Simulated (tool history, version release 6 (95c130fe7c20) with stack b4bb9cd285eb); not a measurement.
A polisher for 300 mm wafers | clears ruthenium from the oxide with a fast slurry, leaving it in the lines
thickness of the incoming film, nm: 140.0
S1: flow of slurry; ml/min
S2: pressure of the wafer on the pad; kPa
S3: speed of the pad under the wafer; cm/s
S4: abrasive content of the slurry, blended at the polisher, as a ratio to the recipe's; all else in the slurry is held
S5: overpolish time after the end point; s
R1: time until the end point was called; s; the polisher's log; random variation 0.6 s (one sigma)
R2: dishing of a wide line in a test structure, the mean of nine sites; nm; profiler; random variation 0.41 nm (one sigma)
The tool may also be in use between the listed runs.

run  hour   S1    S2  S3    S4  S5      R1      R2
  1   0.0  150  20.0  82  1.00  25  39.758  53.186
  2   2.2  150  23.4  82  1.00  25  33.324  58.259
  3   4.9  150  23.4  64  1.00  25  41.676  52.094
  4  11.0  140  23.4  68  0.95  23  41.821  48.576
  5  13.3  135  24.1  70  0.90  21  41.109  46.889
  6  15.8  130  24.8  72  0.85  19  39.923  43.347
  7  22.7  125  25.5  74  0.80  17  42.001  40.994
  8  26.9  120  26.2  76  0.75  16  41.765  37.476

The next listed run, before its measurement:
  9  32.5  115  26.2  82  0.70  15   ?   ?

Run 9 gave R1 41.552 s, R2 37.108 nm.

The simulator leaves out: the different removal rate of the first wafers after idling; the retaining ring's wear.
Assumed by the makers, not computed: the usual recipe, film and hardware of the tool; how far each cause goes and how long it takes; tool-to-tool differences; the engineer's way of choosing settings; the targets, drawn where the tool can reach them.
